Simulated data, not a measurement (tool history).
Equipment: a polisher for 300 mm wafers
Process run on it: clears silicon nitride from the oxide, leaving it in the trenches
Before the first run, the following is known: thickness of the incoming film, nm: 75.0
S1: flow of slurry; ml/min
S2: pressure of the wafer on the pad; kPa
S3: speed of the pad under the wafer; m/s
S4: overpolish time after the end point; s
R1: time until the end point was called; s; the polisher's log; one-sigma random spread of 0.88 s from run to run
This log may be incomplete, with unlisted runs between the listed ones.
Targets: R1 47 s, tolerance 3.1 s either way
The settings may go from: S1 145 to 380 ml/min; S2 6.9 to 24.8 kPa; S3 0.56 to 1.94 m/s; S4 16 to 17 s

run,hour,S1,S2,S3,S4,R1
1,0,245,15.9,1.24,16,82.069
2,4.1,245,17.2,1.26,16,71.962
3,7.9,245,19.3,1.26,16,66.045
4,10.8,245,20.7,1.28,16,59.043
5,14.7,280,20.7,1.28,16,58.716
6,17.7,280,21.4,1.3,16,58.159
7,19.1,280,22.1,1.32,16,54.134
8,23,280,22.8,1.32,16,52.813

4 candidate next runs follow, results not yet known. Just one meets every target within its allowed miss. Identify it.
A,26.9,200,24.8,1.38,16,?
B,26.9,350,22.8,1.64,16,?
C,26.9,210,22.8,1.76,17,?
D,26.9,380,22.1,1.7,16,?

move,R1
A,47.856
B,41.674
C,40.858
D,41.218
A: every result lands within tolerance
B: the result that was furthest off in the last run now lies on the other side of its target
C: the result that was furthest off in the last run now lies on the other side of its target
D: the result that was furthest off in the last run now lies on the other side of its target
So the answer is move A, the one that meets all the targets.
